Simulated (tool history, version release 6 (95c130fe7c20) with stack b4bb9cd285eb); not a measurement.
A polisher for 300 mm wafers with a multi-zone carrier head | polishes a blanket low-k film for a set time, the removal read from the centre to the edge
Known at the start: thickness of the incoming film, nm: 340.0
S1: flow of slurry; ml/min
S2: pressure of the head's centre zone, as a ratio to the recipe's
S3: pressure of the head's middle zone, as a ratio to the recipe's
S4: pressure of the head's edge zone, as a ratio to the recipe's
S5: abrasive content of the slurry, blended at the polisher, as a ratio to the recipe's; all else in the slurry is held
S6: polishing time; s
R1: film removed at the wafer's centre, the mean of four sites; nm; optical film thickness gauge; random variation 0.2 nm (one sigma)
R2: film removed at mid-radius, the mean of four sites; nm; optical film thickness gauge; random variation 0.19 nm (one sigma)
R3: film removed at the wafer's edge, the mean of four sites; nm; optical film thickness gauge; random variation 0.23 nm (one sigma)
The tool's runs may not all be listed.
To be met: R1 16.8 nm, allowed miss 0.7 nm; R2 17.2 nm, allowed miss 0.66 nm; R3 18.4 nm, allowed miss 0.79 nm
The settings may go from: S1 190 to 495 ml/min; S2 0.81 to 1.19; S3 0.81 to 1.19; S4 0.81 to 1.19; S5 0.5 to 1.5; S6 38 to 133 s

run	hour	S1	S2	S3	S4	S5	S6	R1	R2	R3
1	0	320	1	1	1	1	85	23.427	22.88	23.828
2	6.5	320	0.98	0.98	0.98	0.9	85	21.077	21.213	21.256
3	15	320	0.98	0.9	0.98	0.9	85	21.852	19.829	21.732
4	16.2	245	0.98	0.9	0.98	0.9	85	20.564	18.779	21.163
5	21	245	0.98	0.9	0.98	1	85	22.599	20.631	22.505
6	25.4	240	0.96	0.89	0.97	0.95	85	20.554	19.631	21.608
7	30.8	240	0.95	0.88	0.95	0.9	85	19.964	18.576	20.447
# hour 37.3: worn pad replaced by a new one
8	37.3	235	0.85	0.89	0.89	0.8	84	18.695	19.474	21.114

Which of these 5 next moves meets every target?
A	43.8	285	0.9	0.88	0.93	0.95	68	?	?	?
B	43.8	235	0.89	1.08	0.81	0.7	78	?	?	?
C	43.8	240	0.81	1.02	0.81	0.7	82	?	?	?
D	43.8	245	0.93	1.03	0.81	0.85	67	?	?	?
E	43.8	235	0.88	0.89	0.88	0.75	80	?	?	?

move	R1	R2	R3
A	18.558	18.347	20.088
B	15.822	18.814	16.341
C	15.173	18.902	17.23
D	17.065	18.641	16.849
E	17.162	17.563	18.675
A: nearer than the last run, and not there yet
B: nearer than the last run, and not there yet
C: nearer than the last run, and not there yet
D: nearer than the last run, and not there yet
E: meets every target
Answer: E
